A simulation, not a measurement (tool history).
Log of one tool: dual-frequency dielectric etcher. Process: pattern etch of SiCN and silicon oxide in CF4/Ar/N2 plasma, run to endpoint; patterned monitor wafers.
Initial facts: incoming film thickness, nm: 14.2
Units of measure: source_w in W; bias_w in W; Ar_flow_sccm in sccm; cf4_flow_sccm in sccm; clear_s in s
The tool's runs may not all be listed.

Run 1, hour 0: source_w 400 W, bias_w 88 W, Ar_flow_sccm 125 sccm, cf4_flow_sccm 54 sccm. Result: clear_s 16.282 s.
Run 2, hour 3.1: source_w 390 W, bias_w 88 W, Ar_flow_sccm 125 sccm, cf4_flow_sccm 54 sccm. Result: clear_s 16.476 s.
Run 3, hour 7.9: source_w 390 W, bias_w 88 W, Ar_flow_sccm 125 sccm, cf4_flow_sccm 60 sccm. Result: clear_s 16.456 s.
Run 4, hour 11.6: source_w 380 W, bias_w 88 W, Ar_flow_sccm 125 sccm, cf4_flow_sccm 60 sccm. Result: clear_s 16.865 s.
Run 5, hour 16.4: source_w 380 W, bias_w 88 W, Ar_flow_sccm 117 sccm, cf4_flow_sccm 60 sccm. Result: clear_s 16.617 s.
Run 6, hour 24: source_w 370 W, bias_w 88 W, Ar_flow_sccm 117 sccm, cf4_flow_sccm 60 sccm. Result: clear_s 17.098 s.
Run 7, hour 26.8: source_w 360 W, bias_w 88 W, Ar_flow_sccm 117 sccm, cf4_flow_sccm 60 sccm. Result: clear_s 17.849 s.

Run 8 is up next; what results do you expect?
Run 8, hour 30: source_w 330 W, bias_w 87 W, Ar_flow_sccm 117 sccm, cf4_flow_sccm 60 sccm. Result: clear_s ?.

Run 8 gave clear_s 19.586 s.
